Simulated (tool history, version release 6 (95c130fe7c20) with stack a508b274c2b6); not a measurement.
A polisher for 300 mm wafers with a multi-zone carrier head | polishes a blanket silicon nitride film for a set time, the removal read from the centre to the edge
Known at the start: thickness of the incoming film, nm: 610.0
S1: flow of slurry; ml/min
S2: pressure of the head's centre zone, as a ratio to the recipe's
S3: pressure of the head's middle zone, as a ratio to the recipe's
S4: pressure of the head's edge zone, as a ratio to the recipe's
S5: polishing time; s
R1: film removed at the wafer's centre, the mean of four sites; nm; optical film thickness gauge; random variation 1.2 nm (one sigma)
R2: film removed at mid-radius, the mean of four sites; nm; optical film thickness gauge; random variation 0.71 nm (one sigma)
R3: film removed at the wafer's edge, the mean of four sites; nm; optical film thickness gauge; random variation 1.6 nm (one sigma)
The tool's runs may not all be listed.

run 1 hour=0 | S1=290 S2=1 S3=1 S4=1 S5=60 | R1=94.995 R2=95 R3=92.506
run 2 hour=5.8 | S1=290 S2=0.99 S3=1 S4=1.02 S5=62 | R1=95.313 R2=98.297 R3=98.647
run 3 hour=13.6 | S1=290 S2=0.95 S3=1 S4=1.02 S5=62 | R1=94.01 R2=98.552 R3=96.999
run 4 hour=16.4 | S1=290 S2=0.99 S3=1 S4=1.02 S5=62 | R1=96.263 R2=98.286 R3=96.867
run 5 hour=20.2 | S1=290 S2=0.99 S3=1 S4=1.02 S5=75 | R1=117.37 R2=119.3 R3=115.89
run 6 hour=24.4 | S1=225 S2=0.99 S3=1 S4=1.02 S5=75 | R1=114.01 R2=116.92 R3=118.4

Run 7 comes next. What will it give?
run 7 hour=30.8 | S1=220 S2=0.98 S3=1 S4=1.03 S5=75 | R1=? R2=? R3=?

Run 7 gave R1 113.35 nm, R2 117.87 nm, R3 117.19 nm.

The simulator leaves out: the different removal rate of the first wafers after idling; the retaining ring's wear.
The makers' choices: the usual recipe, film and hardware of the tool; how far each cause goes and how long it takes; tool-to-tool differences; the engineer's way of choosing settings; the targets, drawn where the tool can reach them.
